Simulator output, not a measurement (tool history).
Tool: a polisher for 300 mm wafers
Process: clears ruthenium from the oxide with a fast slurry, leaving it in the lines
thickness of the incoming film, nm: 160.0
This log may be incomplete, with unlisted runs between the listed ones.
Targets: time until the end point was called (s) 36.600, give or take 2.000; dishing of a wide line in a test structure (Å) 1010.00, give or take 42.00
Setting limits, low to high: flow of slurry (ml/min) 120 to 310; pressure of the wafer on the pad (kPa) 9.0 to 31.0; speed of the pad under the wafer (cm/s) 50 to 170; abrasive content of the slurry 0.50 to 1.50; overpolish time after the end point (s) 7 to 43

| run | hour | flow of slurry (ml/min) | pressure of the wafer on the pad (kPa) | speed of the pad under the wafer (cm/s) | abrasive content of the slurry | overpolish time after the end point (s) | time until the end point was called (s) | dishing of a wide line in a test structure (Å) |
|---|---|---|---|---|---|---|---|---|
| 1 | 0.0 | 200 | 20.0 | 110 | 1.00 | 22 | 38.592 | 699.35 |
| 2 | 1.1 | 200 | 20.0 | 110 | 0.80 | 22 | 44.856 | 610.97 |
| 3 | 4.4 | 200 | 24.1 | 110 | 0.80 | 22 | 37.763 | 726.87 |
| 4 | 11.2 | 200 | 29.0 | 110 | 0.80 | 22 | 31.000 | 861.37 |
| 5 | 17.4 | 170 | 29.0 | 110 | 0.80 | 22 | 31.294 | 846.83 |
| 6 | 22.0 | 170 | 29.0 | 110 | 0.70 | 22 | 35.052 | 752.55 |
| 7 | 23.7 | 170 | 29.0 | 110 | 0.70 | 22 | 35.815 | 777.61 |
| 8 | 28.5 | 160 | 28.3 | 110 | 0.70 | 30 | 36.582 | 957.99 |

Below are 4 possible settings for the next run. Only one of them brings all results inside the allowed miss of their targets. Which is it?
| A | 33.3 | 200 | 25.5 | 148 | 0.55 | 35 | ? | ? |
| B | 33.3 | 155 | 27.6 | 114 | 0.80 | 32 | ? | ? |
| C | 33.3 | 200 | 29.6 | 98 | 0.75 | 32 | ? | ? |
| D | 33.3 | 125 | 27.6 | 90 | 0.85 | 35 | ? | ? |

| move | time until the end point was called (s) | dishing of a wide line in a test structure (Å) |
|---|---|---|
| A | 37.207 | 1085.00 |
| B | 32.912 | 1112.40 |
| C | 36.016 | 1038.70 |
| D | 41.011 | 1006.80 |
A: takes the biggest miss from the last run beyond its target
B: takes the biggest miss from the last run beyond its target
C: every result lands within tolerance
D: gets the furthest-off result to its target, but another result is out of tolerance
Go with C: it meets all targets.
